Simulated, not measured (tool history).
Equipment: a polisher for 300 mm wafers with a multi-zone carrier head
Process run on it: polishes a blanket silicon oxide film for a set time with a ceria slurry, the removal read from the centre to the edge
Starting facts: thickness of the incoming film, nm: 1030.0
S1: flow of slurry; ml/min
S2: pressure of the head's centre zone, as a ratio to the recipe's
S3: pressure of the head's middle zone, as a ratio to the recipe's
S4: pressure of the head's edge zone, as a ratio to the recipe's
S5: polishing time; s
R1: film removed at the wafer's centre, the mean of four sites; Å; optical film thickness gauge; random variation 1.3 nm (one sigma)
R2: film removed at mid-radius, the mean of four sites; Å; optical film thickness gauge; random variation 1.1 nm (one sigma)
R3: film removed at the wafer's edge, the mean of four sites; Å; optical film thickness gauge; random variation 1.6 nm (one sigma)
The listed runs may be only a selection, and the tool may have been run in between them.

run  hour   S1    S2    S3    S4  S5      R1      R2      R3
  1     0  135     1     1     1  49  1854.1  1904.9  1913.1
  2   7.8  130     1  0.98  0.98  46  1753.4    1722  1753.9
  3  14.9  130     1  1.05  0.98  46  1727.1  1853.8  1753.1
  4    19  130     1  0.98  0.98  46  1692.3  1698.2    1777
  5    26  130  1.01  0.98  0.96  43    1651  1624.3  1649.5
  6  33.7  130  1.01  0.97  0.94  41  1538.4  1534.5  1517.9
  7    35  125  1.01  0.95  0.92  40  1506.5  1426.7  1504.5
  8    36  125  1.01  0.95  0.91  39    1465  1440.6  1428.9
  9  41.5  120  1.01  0.93   0.9  38    1435  1340.2  1382.9
 10  49.4  115     1  0.92  0.89  38  1390.9  1309.6  1375.1

Estimate the outcome of run 11 from the log above:
 11  56.3  110   1  0.92  0.88  38   ?   ?   ?

Logged for run 11: R1 1386.5 Å, R2 1314.6 Å, R3 1334.3 Å.
